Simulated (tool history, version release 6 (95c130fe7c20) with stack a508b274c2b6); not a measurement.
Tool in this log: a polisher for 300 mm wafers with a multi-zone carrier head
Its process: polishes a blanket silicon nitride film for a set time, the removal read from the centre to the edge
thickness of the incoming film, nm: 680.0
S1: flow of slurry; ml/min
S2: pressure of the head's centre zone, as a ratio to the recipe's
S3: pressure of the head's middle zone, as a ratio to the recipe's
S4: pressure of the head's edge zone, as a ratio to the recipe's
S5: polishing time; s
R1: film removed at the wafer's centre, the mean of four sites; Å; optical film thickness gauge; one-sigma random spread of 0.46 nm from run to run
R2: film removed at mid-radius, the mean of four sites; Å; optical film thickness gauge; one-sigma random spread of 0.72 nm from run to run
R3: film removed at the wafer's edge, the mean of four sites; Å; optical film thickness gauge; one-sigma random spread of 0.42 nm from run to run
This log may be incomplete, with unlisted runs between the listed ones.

run 1 day=0.000 | S1=250 S2=1.00 S3=1.00 S4=1.00 S5=46 | R1=1025.40 R2=995.21 R3=976.27
run 2 day=0.300 | S1=255 S2=1.02 S3=0.97 S4=0.95 S5=40 | R1=913.36 R2=837.44 R3=825.95
run 3 day=0.354 | S1=255 S2=1.02 S3=0.89 S4=0.95 S5=40 | R1=928.83 R2=766.55 R3=822.28
run 4 day=0.679 | S1=255 S2=1.02 S3=0.81 S4=0.95 S5=40 | R1=915.24 R2=721.17 R3=835.59
run 5 day=0.808 | S1=255 S2=1.02 S3=0.81 S4=0.95 S5=40 | R1=924.96 R2=719.66 R3=839.47
run 6 day=0.929 | S1=255 S2=1.02 S3=0.81 S4=0.95 S5=51 | R1=1170.90 R2=919.84 R3=1056.50
run 7 day=0.983 | S1=255 S2=1.02 S3=0.84 S4=0.91 S5=44 | R1=1009.60 R2=809.25 R3=903.96
run 8 day=1.158 | S1=275 S2=1.09 S3=0.94 S4=0.81 S5=31 | R1=770.38 R2=631.40 R3=601.48
run 9 day=1.438 | S1=260 S2=1.08 S3=0.92 S4=0.81 S5=30 | R1=726.17 R2=589.53 R3=578.58

Run 10, settings as shown, results not yet in. Your forecast:
run 10 day=1.558 | S1=255 S2=1.08 S3=0.92 S4=0.81 S5=30 | R1=? R2=? R3=?

{"run 10": {"R1": 730.19, "R2": 611.72, "R3": 582.04}}
